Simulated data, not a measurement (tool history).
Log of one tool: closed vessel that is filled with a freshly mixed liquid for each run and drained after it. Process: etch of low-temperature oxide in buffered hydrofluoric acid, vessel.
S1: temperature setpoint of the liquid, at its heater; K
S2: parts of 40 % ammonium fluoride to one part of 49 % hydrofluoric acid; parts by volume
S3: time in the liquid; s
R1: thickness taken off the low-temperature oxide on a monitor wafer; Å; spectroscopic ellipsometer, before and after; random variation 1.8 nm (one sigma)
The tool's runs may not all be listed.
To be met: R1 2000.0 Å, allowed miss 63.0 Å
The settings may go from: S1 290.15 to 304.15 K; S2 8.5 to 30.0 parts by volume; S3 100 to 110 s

{"run": 1, "hour": 0.0, "S1": 296.15, "S2": 23.5, "S3": 100, "R1": 1531.0}
{"run": 2, "hour": 1.4, "S1": 297.65, "S2": 23.5, "S3": 100, "R1": 1702.3}
{"run": 3, "hour": 10.0, "S1": 297.65, "S2": 23.5, "S3": 110, "R1": 1849.2}
{"run": 4, "hour": 16.8, "S1": 298.15, "S2": 23.5, "S3": 110, "R1": 1911.5}
{"run": 5, "hour": 23.3, "S1": 298.15, "S2": 23.5, "S3": 100, "R1": 1740.0}
{"run": 6, "hour": 30.8, "S1": 298.65, "S2": 23.5, "S3": 100, "R1": 1781.1}
{"run": 7, "hour": 33.3, "S1": 299.15, "S2": 23.5, "S3": 100, "R1": 1826.3}
{"run": 8, "hour": 41.7, "S1": 299.65, "S2": 23.5, "S3": 100, "R1": 1868.8}
{"run": 9, "hour": 47.8, "S1": 300.15, "S2": 23.5, "S3": 100, "R1": 1916.5}

Which of these 5 next moves meets every target?
{"run": "A", "hour": 53.9, "S1": 301.15, "S2": 27.0, "S3": 100, "R1": "?"}
{"run": "B", "hour": 53.9, "S1": 298.15, "S2": 22.5, "S3": 100, "R1": "?"}
{"run": "C", "hour": 53.9, "S1": 299.15, "S2": 22.0, "S3": 105, "R1": "?"}
{"run": "D", "hour": 53.9, "S1": 298.65, "S2": 24.5, "S3": 105, "R1": "?"}
{"run": "E", "hour": 53.9, "S1": 300.15, "S2": 25.0, "S3": 100, "R1": "?"}

move=A R1=1876.2
move=B R1=1807.2
move=C R1=2034.8
move=D R1=1839.1
move=E R1=1873.9
A: further off than the last run
B: further off than the last run
C: meets every target
D: further off than the last run
E: further off than the last run
The right move is C.
